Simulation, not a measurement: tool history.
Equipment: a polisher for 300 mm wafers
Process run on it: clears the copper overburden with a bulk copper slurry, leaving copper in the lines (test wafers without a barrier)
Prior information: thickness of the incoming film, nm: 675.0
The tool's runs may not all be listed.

| run | hour | flow of slurry (ml/min) | pressure of the wafer on the pad (psi) | speed of the pad under the wafer (cm/s) | abrasive content of the slurry | overpolish time after the end point (s) | time until the end point was called (s) | dishing of a wide line in a test structure (Å) |
|---|---|---|---|---|---|---|---|---|
| 1 | 0.0 | 155 | 2.7 | 92 | 1.0 | 9 | 101.440 | 349.51 |
| 2 | 0.8 | 160 | 2.8 | 92 | 1.0 | 9 | 95.564 | 361.23 |
| 3 | 5.2 | 165 | 2.8 | 92 | 1.0 | 9 | 94.830 | 367.57 |
| 4 | 7.3 | 165 | 2.5 | 92 | 1.0 | 9 | 106.980 | 334.14 |
| 5 | 15.9 | 170 | 2.6 | 92 | 1.0 | 9 | 102.510 | 349.45 |
| 6 | 19.6 | 170 | 2.6 | 92 | 1.0 | 12 | 101.670 | 437.40 |
| 7 | 26.4 | 175 | 2.7 | 92 | 1.0 | 12 | 97.070 | 444.26 |

Forecast run 8:
| 8 | 33.0 | 180 | 2.7 | 92 | 1.0 | 12 | ? | ? |

time until the end point was called (s): 98.181
dishing of a wide line in a test structure (Å): 440.71
